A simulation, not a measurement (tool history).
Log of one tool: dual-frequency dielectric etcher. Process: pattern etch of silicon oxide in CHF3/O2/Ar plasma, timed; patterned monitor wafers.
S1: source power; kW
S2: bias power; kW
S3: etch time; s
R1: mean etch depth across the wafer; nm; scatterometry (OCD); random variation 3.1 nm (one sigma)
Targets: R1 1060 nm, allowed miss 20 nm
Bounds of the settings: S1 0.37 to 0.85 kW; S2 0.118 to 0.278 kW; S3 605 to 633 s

{"run": 1, "day": 0.0, "S1": 0.61, "S2": 0.198, "S3": 605, "R1": 1205}
{"run": 2, "day": 0.038, "S1": 0.61, "S2": 0.182, "S3": 605, "R1": 1187.5}
{"run": 3, "day": 0.392, "S1": 0.7, "S2": 0.182, "S3": 605, "R1": 1248.8}
{"run": 4, "day": 0.492, "S1": 0.7, "S2": 0.182, "S3": 633, "R1": 1304.9}
{"run": 5, "day": 0.683, "S1": 0.64, "S2": 0.172, "S3": 631, "R1": 1246}
{"run": 6, "day": 0.817, "S1": 0.59, "S2": 0.166, "S3": 630, "R1": 1190.5}
{"run": 7, "day": 1.142, "S1": 0.55, "S2": 0.163, "S3": 629.5, "R1": 1164.3}
{"run": 8, "day": 1.262, "S1": 0.52, "S2": 0.16, "S3": 629, "R1": 1125.7}
{"run": 9, "day": 1.512, "S1": 0.5, "S2": 0.159, "S3": 629, "R1": 1106.9}
{"run": 10, "day": 1.862, "S1": 0.5, "S2": 0.159, "S3": 629, "R1": 1103.6}

Which of these 5 next moves meets every target?
{"run": "A", "day": 2.212, "S1": 0.56, "S2": 0.161, "S3": 622, "R1": "?"}
{"run": "B", "day": 2.212, "S1": 0.56, "S2": 0.145, "S3": 615, "R1": "?"}
{"run": "C", "day": 2.212, "S1": 0.53, "S2": 0.175, "S3": 632.5, "R1": "?"}
{"run": "D", "day": 2.212, "S1": 0.54, "S2": 0.124, "S3": 611.5, "R1": "?"}
{"run": "E", "day": 2.212, "S1": 0.53, "S2": 0.134, "S3": 633, "R1": "?"}

move=A R1=1143.7
move=B R1=1106.8
move=C R1=1158.6
move=D R1=1052.5
move=E R1=1097.4
A: further off than the last run
B: further off than the last run
C: further off than the last run
D: meets every target
E: nearer than the last run, and not there yet
Move D is the one to make.
